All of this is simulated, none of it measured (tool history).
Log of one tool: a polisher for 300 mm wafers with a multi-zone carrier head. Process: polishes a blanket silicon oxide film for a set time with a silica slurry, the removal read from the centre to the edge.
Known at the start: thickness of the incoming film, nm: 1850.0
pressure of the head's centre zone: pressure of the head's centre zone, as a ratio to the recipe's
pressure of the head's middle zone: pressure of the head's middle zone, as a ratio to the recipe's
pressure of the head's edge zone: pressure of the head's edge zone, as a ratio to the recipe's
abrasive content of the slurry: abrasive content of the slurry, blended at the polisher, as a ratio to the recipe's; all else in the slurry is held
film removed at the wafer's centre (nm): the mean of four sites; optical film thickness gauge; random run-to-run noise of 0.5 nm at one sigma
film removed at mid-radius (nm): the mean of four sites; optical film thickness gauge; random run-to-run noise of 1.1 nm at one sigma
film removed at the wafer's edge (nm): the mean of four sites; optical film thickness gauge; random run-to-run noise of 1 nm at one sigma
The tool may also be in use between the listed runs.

run,hour,flow of slurry (ml/min),pressure of the head's centre zone,pressure of the head's middle zone,pressure of the head's edge zone,abrasive content of the slurry,polishing time (s),film removed at the wafer's centre (nm),film removed at mid-radius (nm),film removed at the wafer's edge (nm)
1,0.0,130,1.00,1.00,1.00,1.00,49,216.790,213.950,213.200
2,7.4,115,0.95,0.98,0.97,0.85,41,149.600,144.800,150.770
3,15.3,115,0.95,0.98,0.97,1.05,41,172.180,171.770,175.730
4,20.5,115,0.95,0.98,0.97,0.90,41,155.190,150.340,159.000
5,28.4,115,0.95,0.98,0.97,1.00,41,166.170,167.200,171.760
6,35.3,115,0.95,0.98,0.90,1.00,41,167.610,169.700,170.230
7,43.5,105,0.91,1.02,0.92,0.85,37,125.110,132.300,130.640
8,44.6,80,0.81,1.08,1.02,0.60,32,56.817,74.873,75.368
9,49.8,100,0.83,1.07,1.03,0.55,32,56.137,70.671,68.375

Run 10 comes next. What will it give?
10,53.6,95,0.84,1.06,1.01,0.60,32,?,?,?

film removed at the wafer's centre (nm): 64.222
film removed at mid-radius (nm): 76.491
film removed at the wafer's edge (nm): 76.210
